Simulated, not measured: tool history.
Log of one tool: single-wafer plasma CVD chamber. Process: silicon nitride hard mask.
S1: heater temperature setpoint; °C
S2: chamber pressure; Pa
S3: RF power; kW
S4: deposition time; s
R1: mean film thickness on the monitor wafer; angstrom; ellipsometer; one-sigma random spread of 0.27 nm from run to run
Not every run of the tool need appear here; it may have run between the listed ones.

run	hour	S1	S2	S3	S4	R1
1	0.0	415	191	0.370	50.5	656.82
2	2.4	415	203	0.375	50.5	672.90
3	8.4	415	213	0.380	50.5	693.01
4	11.0	411	213	0.380	50.5	688.39
5	19.7	411	245	0.380	50.5	716.64
6	24.1	411	228	0.380	50.5	705.98
7	26.8	411	235	0.380	50.5	708.80
8	27.7	411	240	0.385	50.5	718.80
9	30.5	411	244	0.385	50.5	727.25
10	31.6	411	248	0.385	50.5	725.29
11	35.9	411	251	0.385	50.5	728.31
12	37.0	411	253	0.385	50.5	730.13
13	41.3	411	255	0.385	50.5	733.99
14	45.6	411	256	0.385	50.5	731.09
15	47.1	411	257	0.385	50.5	733.13

The next listed run, before its measurement:
16	50.1	411	259	0.385	50.5	?

Logged for run 16: R1 730.88 angstrom.
